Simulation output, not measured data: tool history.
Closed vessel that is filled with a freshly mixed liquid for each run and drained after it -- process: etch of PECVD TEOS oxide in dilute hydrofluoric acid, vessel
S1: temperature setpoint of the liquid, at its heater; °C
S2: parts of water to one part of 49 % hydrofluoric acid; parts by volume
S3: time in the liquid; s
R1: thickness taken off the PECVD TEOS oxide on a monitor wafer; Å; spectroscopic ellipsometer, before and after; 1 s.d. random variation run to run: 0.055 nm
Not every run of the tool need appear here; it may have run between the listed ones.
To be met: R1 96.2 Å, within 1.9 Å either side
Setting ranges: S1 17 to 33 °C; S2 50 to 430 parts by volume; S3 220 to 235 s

run	day	S1	S2	S3	R1
1	0	25	240	220	122.27
2	0.225	25	240	220	121.93
3	0.346	25	240	220	122.38
4	0.621	24	240	220	117.65
5	0.846	23	240	220	112.91
6	0.938	26.5	240	220	128.2
7	1.204	25	240	220	122.2
8	1.546	24	240	220	117.36
9	1.617	20	240	220	101.61

Consider the 5 candidate settings below. Which is the only one whose results all fall within their allowed miss of target?
A	1.688	18.5	240	220	?
B	1.688	18.5	245	235	?
C	1.688	21	245	220	?
D	1.688	24.5	295	220	?
E	1.688	19.5	255	220	?

move	R1
A	96.519
B	100.54
C	103.43
D	92.777
E	93.076
A: in spec on every target
B: nearer than the last run, and not there yet
C: further off than the last run
D: takes the result that was furthest off past its target
E: takes the result that was furthest off past its target
The move that meets every target is A.

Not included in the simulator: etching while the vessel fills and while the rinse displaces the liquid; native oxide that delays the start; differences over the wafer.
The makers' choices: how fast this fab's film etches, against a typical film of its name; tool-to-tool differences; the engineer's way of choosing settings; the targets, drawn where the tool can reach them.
